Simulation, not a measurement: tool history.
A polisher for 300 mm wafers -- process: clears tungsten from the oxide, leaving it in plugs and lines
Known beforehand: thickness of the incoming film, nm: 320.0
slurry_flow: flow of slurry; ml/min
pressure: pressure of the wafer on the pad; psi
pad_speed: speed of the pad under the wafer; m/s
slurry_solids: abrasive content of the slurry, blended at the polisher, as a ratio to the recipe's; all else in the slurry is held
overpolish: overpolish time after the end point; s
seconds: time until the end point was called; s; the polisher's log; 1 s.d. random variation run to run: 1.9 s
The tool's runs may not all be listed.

run 1 day=0 | slurry_flow=225 pressure=2.5 pad_speed=0.96 slurry_solids=1 overpolish=38 | seconds=131.75
run 2 day=0.221 | slurry_flow=225 pressure=2.5 pad_speed=1.2 slurry_solids=1 overpolish=38 | seconds=114.37
run 3 day=0.508 | slurry_flow=225 pressure=2.5 pad_speed=0.98 slurry_solids=1 overpolish=38 | seconds=128.18
run 4 day=0.704 | slurry_flow=225 pressure=2.4 pad_speed=0.98 slurry_solids=1 overpolish=38 | seconds=133.75
run 5 day=0.938 | slurry_flow=265 pressure=2.4 pad_speed=0.98 slurry_solids=1 overpolish=38 | seconds=131.72
run 6 day=1.225 | slurry_flow=305 pressure=2.4 pad_speed=0.98 slurry_solids=1 overpolish=38 | seconds=128.89

The next listed run, before its measurement:
run 7 day=1.312 | slurry_flow=305 pressure=2.3 pad_speed=0.98 slurry_solids=1 overpolish=38 | seconds=?

Logged for run 7: seconds 136.55 s.
